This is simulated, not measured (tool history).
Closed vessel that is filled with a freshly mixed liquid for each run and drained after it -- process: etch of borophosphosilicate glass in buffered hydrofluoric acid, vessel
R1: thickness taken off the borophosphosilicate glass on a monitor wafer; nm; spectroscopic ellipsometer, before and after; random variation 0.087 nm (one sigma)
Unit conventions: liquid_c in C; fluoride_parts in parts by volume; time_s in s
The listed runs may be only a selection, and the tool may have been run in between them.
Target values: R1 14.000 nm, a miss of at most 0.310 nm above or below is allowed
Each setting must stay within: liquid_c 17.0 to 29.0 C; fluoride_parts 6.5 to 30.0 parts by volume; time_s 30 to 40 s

run 1 hour=0.0 | liquid_c=21.0 fluoride_parts=19.5 time_s=40 | R1=20.624
run 2 hour=2.2 | liquid_c=18.5 fluoride_parts=19.5 time_s=40 | R1=18.086
run 3 hour=4.1 | liquid_c=18.0 fluoride_parts=20.5 time_s=40 | R1=16.644
run 4 hour=8.9 | liquid_c=17.5 fluoride_parts=21.0 time_s=40 | R1=16.068
run 5 hour=13.8 | liquid_c=17.5 fluoride_parts=21.5 time_s=40 | R1=15.887
run 6 hour=22.3 | liquid_c=17.5 fluoride_parts=22.0 time_s=40 | R1=15.520
run 7 hour=31.3 | liquid_c=17.5 fluoride_parts=22.0 time_s=40 | R1=15.477
run 8 hour=36.1 | liquid_c=17.5 fluoride_parts=22.5 time_s=40 | R1=15.185
run 9 hour=40.0 | liquid_c=17.5 fluoride_parts=23.0 time_s=40 | R1=15.031
run 10 hour=45.2 | liquid_c=17.5 fluoride_parts=23.5 time_s=40 | R1=14.829

Of the 4 settings listed for the next run, only one would bring every result within its allowed miss of target. Which one?
run A hour=50.4 | liquid_c=17.5 fluoride_parts=25.5 time_s=40 | R1=?
run B hour=50.4 | liquid_c=17.0 fluoride_parts=16.0 time_s=30 | R1=?
run C hour=50.4 | liquid_c=18.0 fluoride_parts=24.5 time_s=40 | R1=?
run D hour=50.4 | liquid_c=21.5 fluoride_parts=21.0 time_s=30 | R1=?

move=A R1=14.100
move=B R1=15.187
move=C R1=14.913
move=D R1=15.125
A: each result inside its tolerance
B: lands further from the targets than the last run did
C: lands further from the targets than the last run did
D: lands further from the targets than the last run did
Correct choice: A, which meets every target

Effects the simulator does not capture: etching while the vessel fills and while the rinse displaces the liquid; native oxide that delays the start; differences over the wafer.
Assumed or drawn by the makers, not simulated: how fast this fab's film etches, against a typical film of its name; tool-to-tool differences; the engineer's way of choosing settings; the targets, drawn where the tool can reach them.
